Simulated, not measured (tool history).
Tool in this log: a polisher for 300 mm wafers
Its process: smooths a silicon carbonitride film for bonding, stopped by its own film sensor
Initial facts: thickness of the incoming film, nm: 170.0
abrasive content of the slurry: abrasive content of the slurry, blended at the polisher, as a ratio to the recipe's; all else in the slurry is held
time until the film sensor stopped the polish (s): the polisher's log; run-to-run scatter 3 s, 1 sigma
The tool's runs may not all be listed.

run  hour  flow of slurry (ml/min)  pressure of the wafer on the pad (kPa)  speed of the pad under the wafer (cm/s)  abrasive content of the slurry  target thickness at which the film sensor stops the polish (Å)  time until the film sensor stopped the polish (s)
  1   0.0                      185                                    17.2                                       98                            1.00                                                            1270                                             115.83
  2   4.6                      185                                    15.2                                       96                            1.00                                                            1270                                             132.05
  3   8.7                      185                                    13.8                                       96                            1.00                                                            1270                                             142.58
  4  15.3                      185                                    12.4                                       96                            1.00                                                            1270                                             154.88
  5  18.7                      185                                    11.7                                       96                            1.00                                                            1270                                             168.02
  6  22.2                      185                                    11.7                                       96                            1.15                                                            1270                                             152.27
  7  29.9                      185                                     7.6                                       90                            1.15                                                            1270                                             244.43

What will run 8 give?
  8  32.3                      185                                     8.3                                       90                            1.15                                                            1270                                                  ?

Run 8 produced time until the film sensor stopped the polish (s) 225.50.
